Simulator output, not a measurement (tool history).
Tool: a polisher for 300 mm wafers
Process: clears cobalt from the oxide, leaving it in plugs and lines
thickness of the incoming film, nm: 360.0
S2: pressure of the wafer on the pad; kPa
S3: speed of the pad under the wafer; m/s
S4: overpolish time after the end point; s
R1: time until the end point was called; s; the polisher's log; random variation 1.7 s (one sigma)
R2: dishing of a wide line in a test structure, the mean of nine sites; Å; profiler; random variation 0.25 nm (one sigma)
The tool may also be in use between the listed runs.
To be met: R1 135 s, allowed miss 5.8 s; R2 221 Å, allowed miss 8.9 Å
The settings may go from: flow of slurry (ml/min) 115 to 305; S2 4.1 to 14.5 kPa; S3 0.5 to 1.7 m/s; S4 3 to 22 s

Run 1, hour 0: flow of slurry (ml/min) 195, S2 9 kPa, S3 1.1 m/s, S4 11 s. Result: R1 114.73 s, R2 296.9 Å.
Run 2, hour 2.8: flow of slurry (ml/min) 195, S2 9 kPa, S3 0.88 m/s, S4 11 s. Result: R1 141.03 s, R2 249.6 Å.
Run 3, hour 3.8: flow of slurry (ml/min) 200, S2 9 kPa, S3 0.88 m/s, S4 11 s. Result: R1 141.47 s, R2 248.38 Å.
Run 4, hour 9.5: flow of slurry (ml/min) 205, S2 9 kPa, S3 0.88 m/s, S4 10 s. Result: R1 140.74 s, R2 233.97 Å.
Run 5, hour 15.4: flow of slurry (ml/min) 205, S2 9 kPa, S3 1.1 m/s, S4 10 s. Result: R1 114.89 s, R2 275.05 Å.
Run 6, hour 16.6: flow of slurry (ml/min) 185, S2 9 kPa, S3 1.1 m/s, S4 10 s. Result: R1 117.69 s, R2 269.29 Å.
At hour 24.2: slurry nozzle cleaned.
Run 7, hour 24.2: flow of slurry (ml/min) 180, S2 9 kPa, S3 1.1 m/s, S4 10 s. Result: R1 108.83 s, R2 282.75 Å.
Run 8, hour 29.8: flow of slurry (ml/min) 195, S2 9 kPa, S3 1.1 m/s, S4 10 s. Result: R1 106.5 s, R2 293.16 Å.
Run 9, hour 34.2: flow of slurry (ml/min) 150, S2 6.9 kPa, S3 1.1 m/s, S4 9 s. Result: R1 142.17 s, R2 210.29 Å.

Which of these 4 next moves meets every target?
Run A, hour 38.6: flow of slurry (ml/min) 115, S2 6.2 kPa, S3 1.2 m/s, S4 9 s. Result: R1 ?, R2 ?.
Run B, hour 38.6: flow of slurry (ml/min) 120, S2 6.9 kPa, S3 1.08 m/s, S4 9 s. Result: R1 ?, R2 ?.
Run C, hour 38.6: flow of slurry (ml/min) 145, S2 6.2 kPa, S3 1.3 m/s, S4 9 s. Result: R1 ?, R2 ?.
Run D, hour 38.6: flow of slurry (ml/min) 115, S2 7.6 kPa, S3 1.16 m/s, S4 8 s. Result: R1 ?, R2 ?.

move      R1      R2
   A  154.62  194.09
   B  153.04  195.87
   C  135.23  218.34
   D  131.77  201.37
A: further off than the last run
B: further off than the last run
C: meets every target
D: brings the result that was furthest off to its target, and leaves another outside
Answer: C

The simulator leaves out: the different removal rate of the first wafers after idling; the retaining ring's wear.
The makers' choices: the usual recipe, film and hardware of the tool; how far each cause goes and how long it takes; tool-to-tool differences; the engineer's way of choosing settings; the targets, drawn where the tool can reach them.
